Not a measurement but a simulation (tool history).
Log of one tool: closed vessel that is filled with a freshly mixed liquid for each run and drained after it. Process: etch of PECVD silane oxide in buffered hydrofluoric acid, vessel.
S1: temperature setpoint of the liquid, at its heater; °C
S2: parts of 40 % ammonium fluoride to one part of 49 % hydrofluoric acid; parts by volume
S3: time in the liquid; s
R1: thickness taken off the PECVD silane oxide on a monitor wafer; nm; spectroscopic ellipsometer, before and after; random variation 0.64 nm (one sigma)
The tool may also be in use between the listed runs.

run 1 hour=0.0 | S1=21.0 S2=18.0 S3=30 | R1=52.826
run 2 hour=7.7 | S1=22.5 S2=18.0 S3=30 | R1=58.115
run 3 hour=11.8 | S1=22.5 S2=21.0 S3=30 | R1=50.508
run 4 hour=20.4 | S1=24.0 S2=21.0 S3=30 | R1=53.837
run 5 hour=24.2 | S1=25.0 S2=20.5 S3=30 | R1=59.810
run 6 hour=32.6 | S1=25.0 S2=20.5 S3=30 | R1=58.437

Run 7 comes next. What will it give?
run 7 hour=41.8 | S1=26.0 S2=20.5 S3=30 | R1=?

Run 7 gave R1 61.255 nm.

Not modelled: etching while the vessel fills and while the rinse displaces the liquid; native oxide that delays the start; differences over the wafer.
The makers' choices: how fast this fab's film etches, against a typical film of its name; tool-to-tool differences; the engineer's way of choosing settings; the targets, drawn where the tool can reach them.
